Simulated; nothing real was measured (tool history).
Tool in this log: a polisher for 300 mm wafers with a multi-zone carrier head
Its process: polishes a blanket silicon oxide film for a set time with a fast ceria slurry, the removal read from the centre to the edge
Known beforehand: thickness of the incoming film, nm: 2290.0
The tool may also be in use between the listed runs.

run  hour  flow of slurry (ml/min)  pressure of the head's centre zone  pressure of the head's middle zone  pressure of the head's edge zone  polishing time (s)  film removed at the wafer's centre (nm)  film removed at mid-radius (nm)  film removed at the wafer's edge (nm)
  1     0                      250                                   1                                   1                                 1                  44                                   675.01                           664.51                                 682.11
  2   3.8                      245                                0.98                                0.98                              0.98                  44                                   663.41                           654.47                                 673.89
  3   8.3                      245                                0.98                                0.98                              0.91                  44                                   649.39                           645.75                                 651.04
  4   9.8                      245                                 0.9                                0.98                              0.91                  44                                   603.72                           646.83                                 651.79
  5  13.2                      240                                0.89                                0.96                               0.9                  44                                   594.78                           640.14                                 639.72
  6  17.6                      240                                0.89                                0.96                              0.85                  44                                   596.59                           648.09                                 626.89
  7  23.2                      235                                0.88                                0.94                              0.86                  44                                   586.98                           634.74                                 628.96

Forecast run 8:
  8  24.1                      230                                0.87                                0.92                              0.86                  44                                        ?                                ?                                      ?

Run 8 measured film removed at the wafer's centre (nm) 575, film removed at mid-radius (nm) 619.1, film removed at the wafer's edge (nm) 635.55.
